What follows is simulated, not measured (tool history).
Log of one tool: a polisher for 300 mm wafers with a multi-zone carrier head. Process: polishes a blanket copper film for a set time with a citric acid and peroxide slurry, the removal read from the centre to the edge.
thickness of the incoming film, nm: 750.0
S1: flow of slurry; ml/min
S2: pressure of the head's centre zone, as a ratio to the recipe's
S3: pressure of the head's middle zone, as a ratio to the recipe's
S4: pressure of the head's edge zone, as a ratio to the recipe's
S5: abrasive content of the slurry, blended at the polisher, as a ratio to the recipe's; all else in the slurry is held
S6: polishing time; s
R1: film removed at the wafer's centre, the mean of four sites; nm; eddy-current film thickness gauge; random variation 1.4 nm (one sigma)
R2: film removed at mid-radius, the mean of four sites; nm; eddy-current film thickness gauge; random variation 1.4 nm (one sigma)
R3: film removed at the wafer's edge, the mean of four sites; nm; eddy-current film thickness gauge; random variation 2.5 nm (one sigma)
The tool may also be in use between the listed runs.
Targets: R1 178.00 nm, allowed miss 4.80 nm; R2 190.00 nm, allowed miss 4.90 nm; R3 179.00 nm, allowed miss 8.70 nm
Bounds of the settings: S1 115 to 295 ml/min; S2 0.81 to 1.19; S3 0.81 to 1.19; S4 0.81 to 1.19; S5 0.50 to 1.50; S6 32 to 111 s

run,hour,S1,S2,S3,S4,S5,S6,R1,R2,R3
1,0.0,190,1.00,1.00,1.00,1.00,71,292.02,291.61,298.88
2,4.2,190,0.99,1.00,0.97,0.90,68,267.46,271.12,269.89
3,9.1,190,0.98,0.99,0.95,0.85,66,250.83,260.09,259.04
4,14.0,190,0.98,0.98,0.93,0.80,64,238.39,241.36,239.56
5,16.6,190,0.97,0.98,0.91,0.75,63,229.57,236.68,227.46
6,23.3,185,0.96,0.97,0.90,0.70,62,215.69,219.06,212.92
7,27.8,175,0.95,0.97,0.89,0.70,62,208.12,220.41,211.16
8,29.6,165,0.94,0.93,0.81,0.50,55,157.48,160.21,153.69
9,35.6,180,0.94,0.94,0.82,0.50,55,160.28,163.13,160.72
10,39.1,185,0.95,0.96,0.82,0.50,55,163.20,166.00,164.90
11,40.0,180,0.96,0.98,0.82,0.50,55,164.45,167.09,157.66
12,48.1,190,0.96,0.99,0.82,0.50,55,165.99,172.68,160.84
13,50.2,200,0.96,1.00,0.82,0.50,55,167.42,177.05,162.96
14,51.2,210,0.96,1.00,0.82,0.50,55,165.94,175.38,161.06
15,52.8,210,0.96,1.00,0.84,0.50,55,167.83,176.85,163.04
16,57.4,210,0.96,1.00,0.86,0.50,55,167.65,177.99,167.63
17,64.1,215,0.97,1.01,0.87,0.50,55,172.72,178.53,166.55
18,65.2,220,0.97,1.01,0.88,0.50,55,171.96,178.72,168.88
19,70.8,220,0.97,1.02,0.89,0.50,55,172.33,181.82,167.15
20,78.6,225,0.97,1.02,0.90,0.50,55,173.27,181.23,169.84
21,87.1,255,0.96,1.05,0.95,0.55,55,182.52,198.76,185.36
22,96.0,255,0.96,1.05,0.95,0.55,55,181.73,196.34,184.84
23,101.5,255,0.96,1.05,0.94,0.55,55,181.22,197.97,182.74

Which of these 4 next moves meets every target?
A,107.0,195,0.97,1.08,0.88,0.55,58,?,?,?
B,107.0,235,0.89,1.10,0.82,0.60,56,?,?,?
C,107.0,265,1.03,1.16,0.95,0.65,48,?,?,?
D,107.0,285,0.97,1.04,0.95,0.55,53,?,?,?

move,R1,R2,R3
A,186.56,202.45,182.09
B,177.00,212.20,180.66
C,184.75,199.50,172.89
D,180.13,188.24,179.01
A: further off than the last run
B: further off than the last run
C: further off than the last run
D: meets every target
The right move is D.
